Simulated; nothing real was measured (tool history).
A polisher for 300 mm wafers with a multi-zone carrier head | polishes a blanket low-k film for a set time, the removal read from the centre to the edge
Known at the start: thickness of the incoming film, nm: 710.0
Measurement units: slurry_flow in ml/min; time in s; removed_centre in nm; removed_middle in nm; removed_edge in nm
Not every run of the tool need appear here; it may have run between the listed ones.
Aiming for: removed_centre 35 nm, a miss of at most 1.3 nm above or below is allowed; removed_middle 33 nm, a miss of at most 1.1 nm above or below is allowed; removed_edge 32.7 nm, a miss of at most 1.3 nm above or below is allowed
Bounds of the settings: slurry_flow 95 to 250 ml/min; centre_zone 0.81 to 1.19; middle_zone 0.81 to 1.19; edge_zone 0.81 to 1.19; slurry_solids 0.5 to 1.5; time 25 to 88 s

run	day	slurry_flow	centre_zone	middle_zone	edge_zone	slurry_solids	time	removed_centre	removed_middle	removed_edge
1	0	160	1	1	1	1	56	21.422	20.878	21.331
2	0.079	160	1	1	1	1.2	56	22.954	23.018	23.694
3	0.362	170	1.03	1.02	1.02	1.25	57	25.579	24.818	24.252
4	0.633	170	1.03	1.02	1.03	1.3	59	26.432	25.76	25.77
5	0.925	155	1.03	1.02	1.03	1.3	59	25.907	25.187	25.875
6	1.121	155	1.03	1.02	1.03	1.5	59	27.932	26.738	26.782
7	1.4	165	1.04	1.03	1.05	1.5	60	28.495	27.723	27.999
8	1.45	175	1.06	1.04	1.07	1.5	61	30.17	29.224	28.909
9	1.471	185	1.07	1.04	1.09	1.5	62	30.922	29.568	29.881
10	1.808	190	1.08	1.05	1.1	1.5	63	31.7	30.205	30.238
11	1.971	190	1.08	1.05	1.1	1.5	63	32.013	30.358	30.866
12	2.158	195	1.09	1.06	1.1	1.5	63	31.923	30.793	30.171

Consider the 5 candidate settings below. Which is the only one whose results all fall within their allowed miss of target?
A	2.346	170	0.99	1.09	1.19	1.45	62	?	?	?
B	2.346	130	0.82	0.91	1.19	1.45	74	?	?	?
C	2.346	205	1.1	1.07	1.09	1.5	67	?	?	?
D	2.346	220	1.17	1.19	0.97	1.5	58	?	?	?
E	2.346	230	1.01	1.03	1.19	1.45	63	?	?	?

move	removed_centre	removed_middle	removed_edge
A	27.812	29.734	31.408
B	26.575	28.965	36.213
C	34.5	32.968	33.579
D	31.914	31.566	27.606
E	30.207	30.087	32.996
A: misses by more than the last run did
B: misses by more than the last run did
C: every result within its allowed miss
D: misses by more than the last run did
E: misses by more than the last run did
The right move is C.
